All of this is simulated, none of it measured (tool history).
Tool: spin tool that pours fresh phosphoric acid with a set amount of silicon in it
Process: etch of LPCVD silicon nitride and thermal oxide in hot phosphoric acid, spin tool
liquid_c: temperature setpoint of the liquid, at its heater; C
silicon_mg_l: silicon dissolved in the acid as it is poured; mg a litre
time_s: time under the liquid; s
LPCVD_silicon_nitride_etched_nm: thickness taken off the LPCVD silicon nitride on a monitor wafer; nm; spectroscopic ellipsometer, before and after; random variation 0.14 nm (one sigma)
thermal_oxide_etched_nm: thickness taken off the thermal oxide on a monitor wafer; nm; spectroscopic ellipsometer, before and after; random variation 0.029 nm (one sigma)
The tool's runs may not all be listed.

run	hour	liquid_c	silicon_mg_l	time_s	LPCVD_silicon_nitride_etched_nm	thermal_oxide_etched_nm
1	0	164	25.5	180	18.573	0.28458
2	7.1	164	14	180	18.184	0.43283
3	9.5	163	12.5	175	16.922	0.39987
4	16.8	162.5	11	175	16.947	0.4499
5	21.5	162.5	24	175	16.85	0.2689
6	23.8	162	20	175	16.459	0.31313

Forecast run 7:
7	26.5	161.5	17.5	175	?	?

Run 7 gave LPCVD_silicon_nitride_etched_nm 16.241 nm, thermal_oxide_etched_nm 0.30651 nm.
